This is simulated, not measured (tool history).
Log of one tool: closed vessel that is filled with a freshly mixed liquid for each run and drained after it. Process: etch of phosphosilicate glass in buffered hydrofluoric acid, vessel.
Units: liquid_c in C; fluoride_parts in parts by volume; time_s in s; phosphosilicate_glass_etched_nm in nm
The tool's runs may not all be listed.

run,day,liquid_c,fluoride_parts,time_s,phosphosilicate_glass_etched_nm
1,0,24,10.5,100,375.8
2,0.133,24,11.5,100,346.06
3,0.275,22.5,11.5,100,320.99
4,0.629,20.5,11.5,100,278.63
5,0.946,20,11.5,100,276.07
6,1.262,20,11.5,110,302.76
7,1.512,19.5,11.5,110,294.43
8,1.658,19,11.5,110,288.21

The next listed run, before its measurement:
9,1.708,18.5,11.5,110,?

phosphosilicate_glass_etched_nm: 276.19 nm
